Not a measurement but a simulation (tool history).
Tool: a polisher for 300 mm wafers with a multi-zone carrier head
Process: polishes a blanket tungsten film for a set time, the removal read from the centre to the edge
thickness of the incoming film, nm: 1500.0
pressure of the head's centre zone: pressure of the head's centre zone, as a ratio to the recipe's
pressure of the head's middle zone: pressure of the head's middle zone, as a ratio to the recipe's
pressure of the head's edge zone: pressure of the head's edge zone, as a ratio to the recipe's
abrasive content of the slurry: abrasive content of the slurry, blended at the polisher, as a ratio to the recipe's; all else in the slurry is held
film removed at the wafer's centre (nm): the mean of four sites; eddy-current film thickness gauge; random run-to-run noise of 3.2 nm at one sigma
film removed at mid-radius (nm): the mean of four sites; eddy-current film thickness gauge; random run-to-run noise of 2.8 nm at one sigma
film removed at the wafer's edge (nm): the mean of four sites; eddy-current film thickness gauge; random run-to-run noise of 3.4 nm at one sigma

| run | day | flow of slurry (ml/min) | pressure of the head's centre zone | pressure of the head's middle zone | pressure of the head's edge zone | abrasive content of the slurry | polishing time (s) | film removed at the wafer's centre (nm) | film removed at mid-radius (nm) | film removed at the wafer's edge (nm) |
|---|---|---|---|---|---|---|---|---|---|---|
| 1 | 0 | 205 | 1 | 1 | 1 | 1 | 55 | 386.91 | 373.62 | 374.37 |
| 2 | 0.233 | 205 | 1 | 1 | 1 | 1 | 65 | 457.53 | 438.18 | 430.27 |
| 3 | 0.45 | 205 | 1 | 1 | 1.07 | 1 | 65 | 448.94 | 435.54 | 444.64 |
| 4 | 0.721 | 205 | 1 | 1 | 1.07 | 1.15 | 65 | 478.65 | 449.39 | 470.74 |
| 5 | 1 | 165 | 1 | 1 | 1.07 | 1.15 | 65 | 455.83 | 448.11 | 467.01 |
| 6 | 1.108 | 165 | 1 | 1 | 1.07 | 1.15 | 75 | 524.15 | 499.27 | 532.88 |
| 7 | 1.146 | 165 | 1 | 0.98 | 1.06 | 1.1 | 72 | 495.97 | 484.48 | 503.6 |

What does the tool deliver on the next run?
| 8 | 1.417 | 175 | 1.01 | 0.97 | 1.07 | 1.05 | 68 | ? | ? | ? |

Run 8 measured film removed at the wafer's centre (nm) 480.9, film removed at mid-radius (nm) 449.94, film removed at the wafer's edge (nm) 482.72.
